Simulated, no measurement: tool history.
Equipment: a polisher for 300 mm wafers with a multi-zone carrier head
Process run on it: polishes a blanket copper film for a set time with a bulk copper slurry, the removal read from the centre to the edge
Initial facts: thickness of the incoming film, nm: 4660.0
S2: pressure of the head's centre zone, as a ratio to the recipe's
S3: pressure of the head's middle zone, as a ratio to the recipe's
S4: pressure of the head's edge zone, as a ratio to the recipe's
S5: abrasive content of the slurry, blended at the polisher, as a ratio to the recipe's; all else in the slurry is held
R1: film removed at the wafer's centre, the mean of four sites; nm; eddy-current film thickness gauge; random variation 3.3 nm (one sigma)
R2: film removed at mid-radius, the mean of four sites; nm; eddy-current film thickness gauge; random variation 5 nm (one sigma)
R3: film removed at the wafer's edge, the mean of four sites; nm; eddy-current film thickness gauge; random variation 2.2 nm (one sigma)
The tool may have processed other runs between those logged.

Run 1, hour 0: flow of slurry (ml/min) 200, S2 1, S3 1, S4 1, S5 1, polishing time (s) 73. Result: R1 471.22 nm, R2 468.11 nm, R3 454.86 nm.
Run 2, hour 4.9: flow of slurry (ml/min) 195, S2 1, S3 0.99, S4 0.97, S5 0.9, polishing time (s) 71. Result: R1 440.92 nm, R2 423.93 nm, R3 420.98 nm.
Run 3, hour 11.1: flow of slurry (ml/min) 155, S2 1, S3 0.99, S4 0.97, S5 0.9, polishing time (s) 71. Result: R1 417.76 nm, R2 405.62 nm, R3 408.45 nm.
Run 4, hour 18.3: flow of slurry (ml/min) 155, S2 1, S3 1, S4 0.94, S5 0.85, polishing time (s) 71. Result: R1 420.85 nm, R2 398.39 nm, R3 395.47 nm.
Run 5, hour 22.8: flow of slurry (ml/min) 150, S2 0.99, S3 1.01, S4 0.92, S5 0.8, polishing time (s) 71. Result: R1 400.86 nm, R2 403.22 nm, R3 385.82 nm.
Run 6, hour 26.6: flow of slurry (ml/min) 150, S2 1.05, S3 1.01, S4 0.92, S5 0.8, polishing time (s) 71. Result: R1 426.11 nm, R2 396.3 nm, R3 386.77 nm.
Run 7, hour 31.4: flow of slurry (ml/min) 150, S2 1.04, S3 1.01, S4 0.9, S5 0.75, polishing time (s) 71. Result: R1 422.1 nm, R2 389.42 nm, R3 372.15 nm.

Run 8, settings as shown, results not yet in. Your forecast:
Run 8, hour 32.8: flow of slurry (ml/min) 145, S2 1.03, S3 1.01, S4 0.89, S5 0.75, polishing time (s) 71. Result: R1 ?, R2 ?, R3 ?.

Logged for run 8: R1 407 nm, R2 388.27 nm, R3 366.28 nm.
